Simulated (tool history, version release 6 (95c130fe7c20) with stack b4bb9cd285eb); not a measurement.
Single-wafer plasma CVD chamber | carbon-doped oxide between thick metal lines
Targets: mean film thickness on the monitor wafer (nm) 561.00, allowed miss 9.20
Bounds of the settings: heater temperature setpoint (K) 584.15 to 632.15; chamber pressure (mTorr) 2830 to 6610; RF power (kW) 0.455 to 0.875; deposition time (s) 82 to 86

run,hour,heater temperature setpoint (K),chamber pressure (mTorr),RF power (kW),deposition time (s),mean film thickness on the monitor wafer (nm)
1,0.0,608.15,4720,0.665,86,519.39
2,2.3,606.15,4830,0.665,86,524.88
3,10.1,604.15,4920,0.665,86,533.80
4,12.4,613.15,4920,0.665,86,514.85
5,17.7,611.15,5010,0.665,86,516.99
6,22.7,611.15,5010,0.605,86,490.55
7,23.6,608.15,5170,0.610,86,499.19
8,30.1,605.15,5310,0.615,86,508.90
9,35.6,603.15,5420,0.620,86,518.18
10,39.5,601.15,5510,0.620,86,521.81
11,46.6,601.15,5510,0.620,86,522.63

Which of these 5 next moves meets every target?
A,53.7,599.15,5800,0.730,82,?
B,53.7,596.15,5760,0.630,86,?
C,53.7,595.15,5620,0.615,86,?
D,53.7,601.15,5380,0.620,83,?
E,53.7,615.15,4920,0.720,86,?

move,mean film thickness on the monitor wafer (nm)
A,558.18
B,539.09
C,531.29
D,500.96
E,536.59
A: meets every target
B: nearer than the last run, and not there yet
C: nearer than the last run, and not there yet
D: further off than the last run
E: nearer than the last run, and not there yet
Answer: A
